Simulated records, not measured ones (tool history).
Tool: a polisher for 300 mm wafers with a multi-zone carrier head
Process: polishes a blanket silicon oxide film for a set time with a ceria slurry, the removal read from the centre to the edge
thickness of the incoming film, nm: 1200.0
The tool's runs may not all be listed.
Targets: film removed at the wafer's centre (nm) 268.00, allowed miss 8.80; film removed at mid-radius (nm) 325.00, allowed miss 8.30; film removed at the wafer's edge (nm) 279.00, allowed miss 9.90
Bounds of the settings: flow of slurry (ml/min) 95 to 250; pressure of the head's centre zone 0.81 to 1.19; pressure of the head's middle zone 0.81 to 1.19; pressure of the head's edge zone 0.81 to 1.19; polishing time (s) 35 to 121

run  hour  flow of slurry (ml/min)  pressure of the head's centre zone  pressure of the head's middle zone  pressure of the head's edge zone  polishing time (s)  film removed at the wafer's centre (nm)  film removed at mid-radius (nm)  film removed at the wafer's edge (nm)
  1   0.0                      160                                1.00                                1.00                              1.00                  78                                   215.41                           227.07                                 222.17
  2   4.7                      175                                1.00                                1.05                              1.03                  81                                   224.14                           253.29                                 236.62
  3   5.9                      185                                1.02                                1.08                              1.06                  83                                   240.35                           271.11                                 243.86
  4   6.8                      145                                1.02                                1.08                              1.06                  83                                   226.12                           257.21                                 245.13
  5  10.0                      155                                1.03                                1.11                              1.08                  85                                   238.31                           270.47                                 248.09
  6  11.1                      115                                1.03                                1.11                              1.08                  85                                   218.43                           251.01                                 234.86
  7  13.5                      145                                1.03                                1.12                              1.09                  85                                   229.51                           270.65                                 247.26
  8  16.2                      165                                1.03                                1.13                              1.10                  85                                   246.25                           280.41                                 250.64
  9  17.7                      175                                1.01                                1.14                              1.12                  86                                   242.29                           286.80                                 259.46
 10  20.9                      190                                1.01                                1.15                              1.13                  86                                   246.50                           296.14                                 265.93
 11  21.7                      200                                1.01                                1.16                              1.13                  86                                   248.88                           302.63                                 264.47
 12  23.3                      210                                1.01                                1.16                              1.14                  86                                   251.34                           298.51                                 266.79

4 next moves are on the table. One of them brings every result within its allowed miss. Which?
  A  24.9                      245                                0.97                                1.19                              1.08                  83                                        ?                                ?                                      ?
  B  24.9                      225                                0.98                                1.14                              1.03                  93                                        ?                                ?                                      ?
  C  24.9                      215                                1.07                                1.13                              1.15                  81                                        ?                                ?                                      ?
  D  24.9                      180                                0.84                                1.19                              1.19                  95                                        ?                                ?                                      ?

move  film removed at the wafer's centre (nm)  film removed at mid-radius (nm)  film removed at the wafer's edge (nm)
   A                                   239.69                           306.21                                 261.70
   B                                   267.49                           327.05                                 284.26
   C                                   248.87                           280.78                                 260.51
   D                                   232.10                           335.23                                 304.44
A: as far off as the last run
B: meets every target
C: further off than the last run
D: takes the result that was furthest off past its target
Move B is the one to make.
